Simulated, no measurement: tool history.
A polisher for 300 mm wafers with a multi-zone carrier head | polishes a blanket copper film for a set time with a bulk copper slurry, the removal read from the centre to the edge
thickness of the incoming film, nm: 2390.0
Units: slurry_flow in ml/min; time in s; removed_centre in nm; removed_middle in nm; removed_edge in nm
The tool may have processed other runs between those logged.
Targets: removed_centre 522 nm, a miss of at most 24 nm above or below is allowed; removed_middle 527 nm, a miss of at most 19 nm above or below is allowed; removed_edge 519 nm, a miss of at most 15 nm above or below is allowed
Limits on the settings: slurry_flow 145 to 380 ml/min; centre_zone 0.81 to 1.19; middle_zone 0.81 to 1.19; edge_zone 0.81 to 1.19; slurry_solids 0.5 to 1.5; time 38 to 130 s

Run 1, hour 0: slurry_flow 245 ml/min, centre_zone 1, middle_zone 1, edge_zone 1, slurry_solids 1, time 84 s. Result: removed_centre 573.4 nm, removed_middle 591.98 nm, removed_edge 595.18 nm.
Run 2, hour 2.9: slurry_flow 245 ml/min, centre_zone 1.07, middle_zone 1, edge_zone 1, slurry_solids 1, time 84 s. Result: removed_centre 614.88 nm, removed_middle 599.97 nm, removed_edge 583.7 nm.
Run 3, hour 10: slurry_flow 245 ml/min, centre_zone 1.07, middle_zone 1, edge_zone 1, slurry_solids 0.8, time 84 s. Result: removed_centre 580.85 nm, removed_middle 551.82 nm, removed_edge 550.2 nm.
Run 4, hour 17.2: slurry_flow 245 ml/min, centre_zone 1.02, middle_zone 1, edge_zone 1, slurry_solids 0.8, time 84 s. Result: removed_centre 556.44 nm, removed_middle 562.07 nm, removed_edge 558.5 nm.
Run 5, hour 20.8: slurry_flow 240 ml/min, centre_zone 1.02, middle_zone 1, edge_zone 0.99, slurry_solids 0.8, time 84 s. Result: removed_centre 559.14 nm, removed_middle 541.21 nm, removed_edge 554.81 nm.
Run 6, hour 28.3: slurry_flow 265 ml/min, centre_zone 1.02, middle_zone 1, edge_zone 0.99, slurry_solids 0.8, time 84 s. Result: removed_centre 566.85 nm, removed_middle 548.23 nm, removed_edge 563.13 nm.
Run 7, hour 29.1: slurry_flow 255 ml/min, centre_zone 1.02, middle_zone 1, edge_zone 0.98, slurry_solids 0.8, time 84 s. Result: removed_centre 552.1 nm, removed_middle 557.79 nm, removed_edge 544.42 nm.
Run 8, hour 38: slurry_flow 220 ml/min, centre_zone 1.01, middle_zone 0.94, edge_zone 0.96, slurry_solids 0.75, time 84 s. Result: removed_centre 524.9 nm, removed_middle 511.37 nm, removed_edge 536.48 nm.

Exercise: of the 5 proposed moves below, exactly one satisfies all targets within the stated allowed misses. Which move is it?
Run A, hour 46.9: slurry_flow 215 ml/min, centre_zone 0.94, middle_zone 0.86, edge_zone 0.97, slurry_solids 0.6, time 93 s. Result: removed_centre ?, removed_middle ?, removed_edge ?.
Run B, hour 46.9: slurry_flow 145 ml/min, centre_zone 1.02, middle_zone 1.03, edge_zone 0.85, slurry_solids 0.75, time 95 s. Result: removed_centre ?, removed_middle ?, removed_edge ?.
Run C, hour 46.9: slurry_flow 175 ml/min, centre_zone 0.9, middle_zone 0.95, edge_zone 0.9, slurry_solids 0.85, time 92 s. Result: removed_centre ?, removed_middle ?, removed_edge ?.
Run D, hour 46.9: slurry_flow 205 ml/min, centre_zone 1, middle_zone 1, edge_zone 0.94, slurry_solids 0.75, time 85 s. Result: removed_centre ?, removed_middle ?, removed_edge ?.
Run E, hour 46.9: slurry_flow 240 ml/min, centre_zone 1.06, middle_zone 0.9, edge_zone 0.99, slurry_solids 0.75, time 79 s. Result: removed_centre ?, removed_middle ?, removed_edge ?.

move  removed_centre  removed_middle  removed_edge
   A          518.49          484.53           543
   B             569          566.77        531.76
   C          528.97          559.12        566.21
   D          539.48          531.22        523.32
   E           545.2          465.86        507.38
A: lands further from the targets than the last run did
B: corrects the largest miss of the last run, while another result sits out of spec
C: lands further from the targets than the last run did
D: every result lands within tolerance
E: corrects the largest miss of the last run, while another result sits out of spec
The right move is D.
